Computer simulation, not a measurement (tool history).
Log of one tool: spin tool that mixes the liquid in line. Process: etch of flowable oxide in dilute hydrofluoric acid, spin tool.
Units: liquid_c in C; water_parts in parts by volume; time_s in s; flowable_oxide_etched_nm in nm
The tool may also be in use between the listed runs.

run 1 hour=0 | liquid_c=23 water_parts=215 time_s=160 | flowable_oxide_etched_nm=26.934
run 2 hour=5.1 | liquid_c=24.5 water_parts=185 time_s=160 | flowable_oxide_etched_nm=34.163
run 3 hour=11.3 | liquid_c=26 water_parts=160 time_s=160 | flowable_oxide_etched_nm=42.235
run 4 hour=19.3 | liquid_c=27 water_parts=140 time_s=160 | flowable_oxide_etched_nm=52.67
run 5 hour=28.2 | liquid_c=28 water_parts=130 time_s=160 | flowable_oxide_etched_nm=59.019
run 6 hour=31.1 | liquid_c=28 water_parts=175 time_s=160 | flowable_oxide_etched_nm=41.485
-- hour=31.9 hydrofluoric acid flow meter replaced
run 7 hour=31.9 | liquid_c=28.5 water_parts=155 time_s=160 | flowable_oxide_etched_nm=55.688
run 8 hour=40.7 | liquid_c=29 water_parts=145 time_s=160 | flowable_oxide_etched_nm=60.433

Run 9 comes next. What will it give?
run 9 hour=45.2 | liquid_c=29.5 water_parts=140 time_s=160 | flowable_oxide_etched_nm=?

Logged for run 9: flowable_oxide_etched_nm 64.275 nm.
